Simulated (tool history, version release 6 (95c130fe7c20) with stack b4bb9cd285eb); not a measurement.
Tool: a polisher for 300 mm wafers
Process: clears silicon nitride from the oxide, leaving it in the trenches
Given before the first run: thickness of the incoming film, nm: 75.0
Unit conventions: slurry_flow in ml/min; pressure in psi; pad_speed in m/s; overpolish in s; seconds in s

run,day,slurry_flow,pressure,pad_speed,overpolish,seconds
1,0.000,310,2.6,1.06,7,89.122
2,0.117,390,2.6,1.06,7,85.023
3,0.142,390,2.3,1.04,7,101.400
4,0.521,390,2.2,1.04,7,107.480
5,0.675,390,2.1,1.04,7,110.200
6,1.000,390,2.1,1.14,7,99.114
7,1.167,390,1.9,1.14,7,113.950
8,1.200,390,1.8,1.14,7,118.360

Run 9 comes next. What will it give?
9,1.575,390,1.7,1.14,7,?

Run 9 yielded seconds 127.150 s.

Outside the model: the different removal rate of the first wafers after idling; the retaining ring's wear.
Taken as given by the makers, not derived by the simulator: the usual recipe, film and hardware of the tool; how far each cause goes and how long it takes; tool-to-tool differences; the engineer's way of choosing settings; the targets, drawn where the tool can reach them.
